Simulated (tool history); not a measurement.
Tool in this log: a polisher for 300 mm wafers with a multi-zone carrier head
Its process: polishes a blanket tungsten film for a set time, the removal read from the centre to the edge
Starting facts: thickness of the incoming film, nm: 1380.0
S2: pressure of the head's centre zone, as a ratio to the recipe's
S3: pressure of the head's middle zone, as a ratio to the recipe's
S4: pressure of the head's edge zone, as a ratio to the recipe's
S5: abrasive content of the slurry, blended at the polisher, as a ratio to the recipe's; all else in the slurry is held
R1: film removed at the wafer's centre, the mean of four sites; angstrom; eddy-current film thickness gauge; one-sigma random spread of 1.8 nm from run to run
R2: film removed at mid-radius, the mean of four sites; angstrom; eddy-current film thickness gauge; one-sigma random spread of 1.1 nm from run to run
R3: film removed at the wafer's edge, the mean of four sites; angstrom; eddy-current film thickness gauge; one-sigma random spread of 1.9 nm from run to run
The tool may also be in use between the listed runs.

Run 1, day 0: flow of slurry (ml/min) 235, S2 1, S3 1, S4 1, S5 1, polishing time (s) 36. Result: R1 1690.1 angstrom, R2 1727.4 angstrom, R3 1685.5 angstrom.
Run 2, day 0.371: flow of slurry (ml/min) 235, S2 1, S3 1, S4 1, S5 1, polishing time (s) 43. Result: R1 2032.3 angstrom, R2 2068.7 angstrom, R3 1988.5 angstrom.
Run 3, day 0.504: flow of slurry (ml/min) 235, S2 1, S3 0.98, S4 0.97, S5 0.9, polishing time (s) 42. Result: R1 1956 angstrom, R2 1943.7 angstrom, R3 1855.2 angstrom.
Run 4, day 0.754: flow of slurry (ml/min) 230, S2 0.99, S3 0.96, S4 0.95, S5 0.85, polishing time (s) 41. Result: R1 1866.2 angstrom, R2 1863.6 angstrom, R3 1836.9 angstrom.
Run 5, day 0.883: flow of slurry (ml/min) 190, S2 0.99, S3 0.96, S4 0.95, S5 0.85, polishing time (s) 41. Result: R1 1813.3 angstrom, R2 1817.7 angstrom, R3 1830.6 angstrom.
Run 6, day 1.112: flow of slurry (ml/min) 240, S2 0.99, S3 0.96, S4 0.95, S5 0.85, polishing time (s) 41. Result: R1 1824.8 angstrom, R2 1882.7 angstrom, R3 1855.8 angstrom.

Expected results for the next run?
Run 7, day 1.454: flow of slurry (ml/min) 235, S2 1.01, S3 0.96, S4 0.94, S5 0.8, polishing time (s) 40. Result: R1 ?, R2 ?, R3 ?.

R1: 1801.6 angstrom
R2: 1805.1 angstrom
R3: 1697.3 angstrom

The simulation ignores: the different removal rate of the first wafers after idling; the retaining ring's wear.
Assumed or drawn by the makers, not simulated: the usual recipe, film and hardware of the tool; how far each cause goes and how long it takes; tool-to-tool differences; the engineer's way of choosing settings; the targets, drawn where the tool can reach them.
